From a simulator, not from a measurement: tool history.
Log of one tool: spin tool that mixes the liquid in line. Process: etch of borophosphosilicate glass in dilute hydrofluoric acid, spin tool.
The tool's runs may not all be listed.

| run | hour | temperature setpoint of the liquid (C) | parts of water to one part of 49 % hydrofluoric acid (parts by volume) | time under the liquid (s) | thickness taken off the borophosphosilicate glass on a monitor wafer (nm) |
|---|---|---|---|---|---|
| 1 | 0.0 | 26.0 | 75 | 15 | 13.586 |
| 2 | 6.4 | 28.0 | 65 | 15 | 17.219 |
| 3 | 8.0 | 28.0 | 65 | 15 | 17.095 |
| 4 | 9.0 | 28.0 | 90 | 15 | 12.050 |
| 5 | 17.6 | 29.5 | 80 | 15 | 14.651 |
|  | 20.3 | hydrofluoric acid flow meter replaced |
| 6 | 20.3 | 26.0 | 80 | 15 | 14.302 |

Estimate the outcome of run 7 from the log above:
| 7 | 28.0 | 30.0 | 50 | 15 | ? |

thickness taken off the borophosphosilicate glass on a monitor wafer (nm): 27.949
